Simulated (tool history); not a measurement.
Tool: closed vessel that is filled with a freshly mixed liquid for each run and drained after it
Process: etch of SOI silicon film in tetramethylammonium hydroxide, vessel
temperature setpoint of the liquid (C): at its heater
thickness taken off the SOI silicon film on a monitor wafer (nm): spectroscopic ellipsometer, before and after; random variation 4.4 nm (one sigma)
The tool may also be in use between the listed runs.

run	hour	temperature setpoint of the liquid (C)	concentration of hydroxide in the mixed liquid (% by weight)	time in the liquid (s)	thickness taken off the SOI silicon film on a monitor wafer (nm)
1	0.0	72.0	14.5	95	699.50
2	0.9	73.5	14.5	95	765.56
3	6.4	78.5	14.5	95	1013.30
4	13.3	78.5	12.0	95	1107.90
5	15.1	78.0	12.0	95	1079.00
6	22.7	80.5	12.0	95	1241.80
7	24.8	79.5	12.0	95	1173.00
8	26.9	79.0	12.0	95	1142.30

Expected results for the next run?
9	34.7	78.5	12.0	95	?

thickness taken off the SOI silicon film on a monitor wafer (nm): 1114.80
